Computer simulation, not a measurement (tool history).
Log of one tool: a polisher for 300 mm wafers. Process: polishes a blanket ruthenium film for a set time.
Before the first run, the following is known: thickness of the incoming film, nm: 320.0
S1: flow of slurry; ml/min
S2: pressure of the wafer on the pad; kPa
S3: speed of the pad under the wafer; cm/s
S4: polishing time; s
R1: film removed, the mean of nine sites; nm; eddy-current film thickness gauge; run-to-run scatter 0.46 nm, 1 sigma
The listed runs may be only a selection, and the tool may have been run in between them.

run,day,S1,S2,S3,S4,R1
1,0.000,130,15.9,90,19,20.953
2,0.283,130,15.9,70,19,17.151
3,0.429,135,17.2,72,19,18.964
4,0.458,135,17.2,62,19,16.928
5,0.700,135,18.6,66,19,19.586
6,0.808,135,20.0,68,19,21.134
7,0.892,140,20.7,72,19,23.327
8,1.208,140,21.4,74,19,24.188
9,1.242,140,22.1,78,19,25.390
10,1.475,140,22.1,78,19,25.238
11,1.662,145,22.8,82,19,26.983
12,1.738,145,23.4,86,19,28.361
13,1.975,145,23.4,90,19,29.736
14,2.338,145,23.4,92,19,31.006
15,2.462,145,23.4,94,19,30.860

For run 16, what comes out?
16,2.775,145,23.4,96,19,?

Run 16 produced R1 30.647 nm.
